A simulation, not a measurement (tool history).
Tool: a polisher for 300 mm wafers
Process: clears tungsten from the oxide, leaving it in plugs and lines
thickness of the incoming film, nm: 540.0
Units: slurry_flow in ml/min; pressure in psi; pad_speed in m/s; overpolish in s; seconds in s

run,day,slurry_flow,pressure,pad_speed,slurry_solids,overpolish,seconds
1,0,295,2.7,1.26,1,21,148.77
2,0.233,350,2.7,1.26,1,21,151.63
3,0.429,350,2.4,1.22,1,21,172.04
4,0.783,350,2.4,1.22,0.8,21,182.47
5,0.846,350,2.4,1.22,0.7,21,195.56
6,1.133,350,2.9,1.22,0.7,21,162.96
7,1.5,350,2.6,1.18,0.7,21,185.39
8,1.65,350,2.3,1.16,0.7,21,214.21
9,1.754,350,2.1,1.16,0.7,21,226.9
10,1.858,350,2,1.16,0.7,21,235.13

Forecast run 11:
11,1.946,350,1.4,1.12,0.7,21,?

{"run 11": {"seconds": 342.08}}
